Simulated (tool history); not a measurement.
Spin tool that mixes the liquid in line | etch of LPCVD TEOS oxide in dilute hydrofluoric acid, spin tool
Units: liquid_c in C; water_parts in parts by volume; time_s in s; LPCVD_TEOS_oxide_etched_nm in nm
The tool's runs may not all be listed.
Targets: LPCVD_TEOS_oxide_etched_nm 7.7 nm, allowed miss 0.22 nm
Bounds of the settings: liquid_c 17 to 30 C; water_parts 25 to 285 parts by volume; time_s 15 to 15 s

| run | day | liquid_c | water_parts | time_s | LPCVD_TEOS_oxide_etched_nm |
|---|---|---|---|---|---|
| 1 | 0 | 22 | 155 | 15 | 3.6129 |
| 2 | 0.033 | 22 | 155 | 15 | 3.5992 |
| 3 | 0.167 | 25.5 | 155 | 15 | 4.1204 |
| 4 | 0.246 | 26.5 | 140 | 15 | 4.8141 |
| 5 | 0.292 | 26.5 | 190 | 15 | 3.3564 |
| 6 | 0.392 | 27.5 | 165 | 15 | 4.1082 |
| 7 | 0.612 | 28 | 145 | 15 | 4.937 |
| 8 | 0.729 | 28.5 | 130 | 15 | 5.6412 |
| 9 | 0.779 | 29 | 120 | 15 | 6.249 |
| 10 | 1.104 | 29.5 | 115 | 15 | 6.8233 |
| 11 | 1.404 | 29.5 | 110 | 15 | 7.1941 |
| 12 | 1.492 | 30 | 100 | 15 | 8.0957 |
| 13 | 1.821 | 29.5 | 100 | 15 | 8.0282 |

Which of these 4 next moves meets every target?
| A | 2.15 | 30 | 95 | 15 | ? |
| B | 2.15 | 28 | 90 | 15 | ? |
| C | 2.15 | 29 | 95 | 15 | ? |
| D | 2.15 | 27 | 95 | 15 | ? |

| move | LPCVD_TEOS_oxide_etched_nm |
|---|---|
| A | 8.5999 |
| B | 8.4709 |
| C | 8.2807 |
| D | 7.6693 |
A: further off than the last run
B: further off than the last run
C: further off than the last run
D: meets every target
Answer: D
